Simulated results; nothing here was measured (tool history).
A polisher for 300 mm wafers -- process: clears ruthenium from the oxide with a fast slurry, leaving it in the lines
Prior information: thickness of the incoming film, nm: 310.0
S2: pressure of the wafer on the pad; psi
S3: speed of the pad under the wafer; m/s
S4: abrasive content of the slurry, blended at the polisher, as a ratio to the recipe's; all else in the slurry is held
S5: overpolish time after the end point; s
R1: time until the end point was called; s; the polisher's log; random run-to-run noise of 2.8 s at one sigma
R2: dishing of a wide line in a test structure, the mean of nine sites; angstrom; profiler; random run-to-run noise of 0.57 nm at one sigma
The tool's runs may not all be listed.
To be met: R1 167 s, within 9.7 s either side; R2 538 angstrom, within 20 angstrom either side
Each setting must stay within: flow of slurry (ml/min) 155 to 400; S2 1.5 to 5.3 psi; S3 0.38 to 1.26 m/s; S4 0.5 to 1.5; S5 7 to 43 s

run 1 hour=0 | flow_of_slurry_(ml/min)=255 S2=3.4 S3=0.82 S4=1 S5=22 | R1=87.851 R2=571.65
run 2 hour=6.9 | flow_of_slurry_(ml/min)=255 S2=3.4 S3=0.92 S4=1 S5=22 | R1=77.296 R2=619.22
run 3 hour=8.9 | flow_of_slurry_(ml/min)=255 S2=3.4 S3=0.92 S4=1.1 S5=22 | R1=75.619 R2=649.65
run 4 hour=15 | flow_of_slurry_(ml/min)=255 S2=3.4 S3=0.92 S4=0.95 S5=22 | R1=80.368 R2=617.81
run 5 hour=17.9 | flow_of_slurry_(ml/min)=255 S2=4.1 S3=0.92 S4=0.95 S5=22 | R1=66.201 R2=697.38
run 6 hour=26.3 | flow_of_slurry_(ml/min)=255 S2=4.1 S3=0.74 S4=0.95 S5=22 | R1=82.6 R2=581.04
run 7 hour=27.9 | flow_of_slurry_(ml/min)=255 S2=3.6 S3=0.74 S4=0.95 S5=24 | R1=94.744 R2=579.27
run 8 hour=32.8 | flow_of_slurry_(ml/min)=255 S2=3.2 S3=0.74 S4=0.95 S5=25 | R1=100.62 R2=547.72
run 9 hour=41.4 | flow_of_slurry_(ml/min)=255 S2=2.9 S3=0.7 S4=1 S5=27 | R1=119.59 R2=531.49
run 10 hour=47.6 | flow_of_slurry_(ml/min)=255 S2=2.7 S3=0.7 S4=1 S5=28 | R1=123.6 R2=529.71
run 11 hour=51.5 | flow_of_slurry_(ml/min)=255 S2=2.5 S3=0.7 S4=1 S5=29 | R1=130.91 R2=516.93
run 12 hour=57.1 | flow_of_slurry_(ml/min)=255 S2=2.3 S3=0.7 S4=1 S5=30 | R1=145.06 R2=510.66
run 13 hour=59.5 | flow_of_slurry_(ml/min)=255 S2=2.2 S3=0.7 S4=1 S5=31 | R1=145.37 R2=492.23
run 14 hour=60.5 | flow_of_slurry_(ml/min)=255 S2=2.1 S3=0.7 S4=1.05 S5=32 | R1=149.74 R2=502.75
run 15 hour=63.3 | flow_of_slurry_(ml/min)=255 S2=2.1 S3=0.7 S4=1.05 S5=33 | R1=149.86 R2=512.64
run 16 hour=71 | flow_of_slurry_(ml/min)=255 S2=2.1 S3=0.7 S4=1.05 S5=34 | R1=145.9 R2=530.94
run 17 hour=73 | flow_of_slurry_(ml/min)=255 S2=2 S3=0.7 S4=1.05 S5=35 | R1=156.28 R2=511.84

Exactly one of the 4 candidate moves below puts every result within its allowed miss. Which one?
run A hour=75 | flow_of_slurry_(ml/min)=245 S2=2 S3=0.68 S4=0.95 S5=43 | R1=? R2=?
run B hour=75 | flow_of_slurry_(ml/min)=180 S2=1.7 S3=0.66 S4=1.05 S5=42 | R1=? R2=?
run C hour=75 | flow_of_slurry_(ml/min)=280 S2=2.5 S3=0.52 S4=1.05 S5=39 | R1=? R2=?
run D hour=75 | flow_of_slurry_(ml/min)=225 S2=2.2 S3=0.6 S4=1.1 S5=36 | R1=? R2=?

move=A R1=163.46 R2=572.2
move=B R1=190.48 R2=494.76
move=C R1=166.19 R2=521.13
move=D R1=161.73 R2=498.7
A: the result that was furthest off in the last run now lies on the other side of its target
B: the biggest miss grows against the last run
C: all results in spec
D: the biggest miss grows against the last run
C meets every target.
